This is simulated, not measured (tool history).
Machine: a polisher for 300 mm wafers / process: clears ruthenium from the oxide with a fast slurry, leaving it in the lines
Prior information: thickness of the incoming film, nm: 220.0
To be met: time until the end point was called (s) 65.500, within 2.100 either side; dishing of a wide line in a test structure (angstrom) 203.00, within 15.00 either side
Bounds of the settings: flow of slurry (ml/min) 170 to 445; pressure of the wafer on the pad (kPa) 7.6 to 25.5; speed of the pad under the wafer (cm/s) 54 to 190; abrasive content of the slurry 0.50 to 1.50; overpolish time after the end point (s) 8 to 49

run  hour  flow of slurry (ml/min)  pressure of the wafer on the pad (kPa)  speed of the pad under the wafer (cm/s)  abrasive content of the slurry  overpolish time after the end point (s)  time until the end point was called (s)  dishing of a wide line in a test structure (angstrom)
  1   0.0                      285                                    16.5                                      122                            1.00                                       25                                   63.503                                                 600.91
  2   1.3                      285                                    16.5                                      122                            1.00                                       23                                   63.808                                                 535.76
  3   6.9                      285                                    16.5                                      122                            1.00                                       21                                   64.123                                                 501.19
  4   9.9                      285                                    17.9                                      122                            1.00                                       21                                   59.762                                                 546.73
  5  17.0                      285                                    17.9                                      122                            0.85                                       21                                   65.348                                                 505.14
  6  18.5                      285                                    17.9                                      122                            0.85                                       15                                   64.307                                                 373.76
  7  23.1                      300                                    17.9                                      126                            0.80                                       14                                   66.079                                                 344.65
  8  32.0                      315                                    17.9                                      130                            0.75                                       13                                   66.448                                                 314.76
  9  33.6                      330                                    17.9                                      132                            0.70                                       12                                   68.338                                                 287.81
 10  36.7                      340                                    17.9                                      134                            0.70                                       12                                   67.344                                                 284.34
 11  41.6                      350                                    17.9                                      136                            0.70                                       12                                   67.531                                                 292.47
 12  49.3                      360                                    17.9                                      138                            0.70                                       12                                   64.774                                                 292.18
 13  55.6                      370                                    17.9                                      140                            0.70                                       12                                   64.261                                                 302.70
 14  62.8                      290                                    17.9                                      132                            0.85                                        8                                   60.176                                                 211.28
 15  68.9                      295                                    17.2                                      132                            0.85                                        8                                   62.748                                                 210.78

Exercise: of the 4 proposed moves below, exactly one satisfies all targets within the stated allowed misses. Which move is it?
  A  75.0                      315                                    15.9                                      146                            0.75                                        8                                        ?                                                      ?
  B  75.0                      230                                    17.2                                      124                            0.90                                        9                                        ?                                                      ?
  C  75.0                      270                                    22.1                                      118                            0.80                                        9                                        ?                                                      ?
  D  75.0                      325                                    15.9                                      126                            0.95                                        9                                        ?                                                      ?

move  time until the end point was called (s)  dishing of a wide line in a test structure (angstrom)
   A                                   65.462                                                 200.02
   B                                   65.870                                                 222.36
   C                                   60.584                                                 240.63
   D                                   65.236                                                 224.40
A: each result inside its tolerance
B: brings the result that was furthest off to its target, and leaves another outside
C: the biggest miss grows against the last run
D: brings the result that was furthest off to its target, and leaves another outside
The move that meets every target is A.

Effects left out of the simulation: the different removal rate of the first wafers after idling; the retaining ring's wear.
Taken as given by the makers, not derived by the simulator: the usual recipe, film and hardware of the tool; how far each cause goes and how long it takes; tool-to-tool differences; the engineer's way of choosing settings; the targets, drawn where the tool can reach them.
